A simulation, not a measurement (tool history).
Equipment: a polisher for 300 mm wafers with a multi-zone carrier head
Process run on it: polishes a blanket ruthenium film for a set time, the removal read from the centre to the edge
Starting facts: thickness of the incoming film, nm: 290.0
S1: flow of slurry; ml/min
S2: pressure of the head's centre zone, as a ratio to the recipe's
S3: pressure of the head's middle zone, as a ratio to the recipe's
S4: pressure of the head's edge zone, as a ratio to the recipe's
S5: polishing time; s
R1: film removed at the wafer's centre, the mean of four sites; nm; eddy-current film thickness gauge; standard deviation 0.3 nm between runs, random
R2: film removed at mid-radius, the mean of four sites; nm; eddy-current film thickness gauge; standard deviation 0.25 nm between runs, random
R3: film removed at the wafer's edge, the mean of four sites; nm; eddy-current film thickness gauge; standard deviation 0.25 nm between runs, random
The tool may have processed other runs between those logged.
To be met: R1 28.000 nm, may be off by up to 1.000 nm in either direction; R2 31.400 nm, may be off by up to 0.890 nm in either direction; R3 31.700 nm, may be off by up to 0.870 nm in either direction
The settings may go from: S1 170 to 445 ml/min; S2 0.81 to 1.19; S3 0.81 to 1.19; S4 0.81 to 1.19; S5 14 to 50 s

run,day,S1,S2,S3,S4,S5,R1,R2,R3
1,0.000,285,1.00,1.00,1.00,32,35.943,36.206,35.492
2,0.179,275,0.96,0.98,0.98,32,34.446,34.774,35.244
3,0.233,275,0.96,0.98,1.03,32,34.615,35.051,36.001
4,0.521,275,0.96,0.98,1.03,27,29.393,29.885,30.052
5,0.579,275,0.96,0.98,0.95,27,29.286,29.375,29.090
6,0.733,280,0.94,0.99,0.98,27,27.969,29.923,29.956
7,0.908,325,0.94,1.01,1.03,27,28.408,30.914,31.031
# day 0.962: edge zone pressure recalibrated
8,0.962,330,0.94,1.01,1.04,27,28.980,30.584,31.311

Of the 5 settings listed for the next run, only one would bring every result within its allowed miss of target. Which one?
A,1.017,210,1.01,0.98,0.89,29,?,?,?
B,1.017,275,1.00,1.00,1.02,27,?,?,?
C,1.017,270,0.89,1.02,1.00,28,?,?,?
D,1.017,355,0.91,0.90,1.04,27,?,?,?
E,1.017,245,1.00,1.02,0.98,28,?,?,?

move,R1,R2,R3
A,31.784,30.709,31.225
B,30.149,29.837,31.394
C,27.754,31.433,32.228
D,28.025,27.899,32.208
E,30.908,31.137,31.733
A: further off than the last run
B: further off than the last run
C: every result lands within tolerance
D: the furthest-off result lands on target, but another misses its tolerance
E: further off than the last run
Go with C: it meets all targets.
